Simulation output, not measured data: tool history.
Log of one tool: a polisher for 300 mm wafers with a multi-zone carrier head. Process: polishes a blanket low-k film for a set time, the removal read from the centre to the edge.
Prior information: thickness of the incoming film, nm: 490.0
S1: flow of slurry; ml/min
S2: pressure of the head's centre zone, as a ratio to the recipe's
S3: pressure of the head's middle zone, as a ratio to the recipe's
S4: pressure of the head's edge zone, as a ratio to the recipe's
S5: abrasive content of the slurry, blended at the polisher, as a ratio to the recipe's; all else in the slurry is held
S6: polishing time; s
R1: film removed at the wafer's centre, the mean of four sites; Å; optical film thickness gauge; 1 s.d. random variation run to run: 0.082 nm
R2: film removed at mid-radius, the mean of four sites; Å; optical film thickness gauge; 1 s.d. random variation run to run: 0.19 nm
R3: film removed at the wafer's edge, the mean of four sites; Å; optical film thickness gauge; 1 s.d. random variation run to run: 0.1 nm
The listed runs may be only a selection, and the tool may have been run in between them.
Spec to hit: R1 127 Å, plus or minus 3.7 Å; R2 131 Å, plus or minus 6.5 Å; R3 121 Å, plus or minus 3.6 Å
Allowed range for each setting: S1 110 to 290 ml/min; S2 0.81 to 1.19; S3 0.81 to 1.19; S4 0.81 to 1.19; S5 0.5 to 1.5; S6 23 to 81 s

| run | hour | S1 | S2 | S3 | S4 | S5 | S6 | R1 | R2 | R3 |
|---|---|---|---|---|---|---|---|---|---|---|
| 1 | 0 | 185 | 1 | 1 | 1 | 1 | 52 | 138.49 | 140.6 | 139.77 |
| 2 | 0.8 | 180 | 1 | 1 | 0.97 | 1 | 52 | 136.13 | 138.27 | 134.72 |
| 3 | 2.6 | 170 | 1 | 1 | 0.95 | 1 | 52 | 135.8 | 138.8 | 132.43 |
| 4 | 6.9 | 165 | 1 | 0.99 | 0.94 | 1 | 52 | 137.25 | 137 | 132.22 |
| 5 | 8.7 | 160 | 0.99 | 0.99 | 0.92 | 1 | 52 | 133.13 | 135.01 | 130.72 |
| 6 | 15.3 | 160 | 0.99 | 0.99 | 0.92 | 1 | 40 | 102.09 | 106.04 | 101.56 |
| 7 | 22.8 | 160 | 0.99 | 0.99 | 0.92 | 1 | 40 | 104.41 | 106.26 | 98.28 |
| 8 | 30.2 | 175 | 1.01 | 1.01 | 0.96 | 1.05 | 40 | 110.72 | 112.76 | 106.77 |
| 9 | 34.8 | 175 | 1.01 | 1.01 | 0.96 | 1.05 | 40 | 110.08 | 113.24 | 106.05 |
| 10 | 39.2 | 185 | 1.02 | 1.02 | 0.98 | 1.05 | 40 | 111.01 | 111.9 | 106.98 |
| 11 | 42.2 | 190 | 1.03 | 1.04 | 1 | 1.1 | 40 | 115.81 | 120.18 | 112.44 |
| 12 | 45.2 | 200 | 1.04 | 1.05 | 1.01 | 1.1 | 40 | 118.61 | 118.45 | 113.18 |
| 13 | 53.4 | 205 | 1.04 | 1.07 | 1.02 | 1.1 | 40 | 117.31 | 126.1 | 114.47 |
| 14 | 61.6 | 215 | 1.05 | 1.07 | 1.03 | 1.1 | 40 | 122.33 | 125.79 | 116.57 |
| 15 | 67.8 | 220 | 1.05 | 1.07 | 1.03 | 1.1 | 40 | 121.58 | 124.5 | 116.09 |
| 16 | 73.6 | 225 | 1.05 | 1.08 | 1.04 | 1.1 | 40 | 122.4 | 122.34 | 116.98 |
| 17 | 79.4 | 225 | 1.05 | 1.09 | 1.05 | 1.1 | 40 | 121.62 | 127.54 | 116.05 |
| 18 | 84.3 | 230 | 1.05 | 1.09 | 1.06 | 1.1 | 40 | 123.94 | 129.46 | 118.51 |
| 19 | 90.6 | 235 | 1.05 | 1.09 | 1.06 | 1.1 | 40 | 122.43 | 127.61 | 117.16 |
| 20 | 98.2 | 235 | 1.05 | 1.09 | 1.07 | 1.1 | 40 | 123.05 | 129.8 | 118.44 |
| 21 | 102.1 | 240 | 1.05 | 1.09 | 1.07 | 1.1 | 40 | 122.91 | 128.4 | 119.91 |

Exactly one of the 4 candidate moves below puts every result within its allowed miss. Which one?
| A | 106 | 240 | 1.03 | 1.06 | 1.09 | 1.35 | 35 | ? | ? | ? |
| B | 106 | 250 | 1.03 | 1.05 | 0.99 | 0.75 | 53 | ? | ? | ? |
| C | 106 | 290 | 0.97 | 1.08 | 1.12 | 1.3 | 37 | ? | ? | ? |
| D | 106 | 235 | 1.12 | 1.15 | 1.02 | 1.15 | 38 | ? | ? | ? |

| move | R1 | R2 | R3 |
|---|---|---|---|
| A | 115.89 | 119.76 | 114.28 |
| B | 128.03 | 131.19 | 120.22 |
| C | 116.47 | 129.39 | 122.5 |
| D | 126.75 | 129.3 | 111.32 |
A: the biggest miss grows against the last run
B: each result inside its tolerance
C: the biggest miss grows against the last run
D: meets the target for the result that was furthest off, but another lies outside its allowed miss
B meets every target.
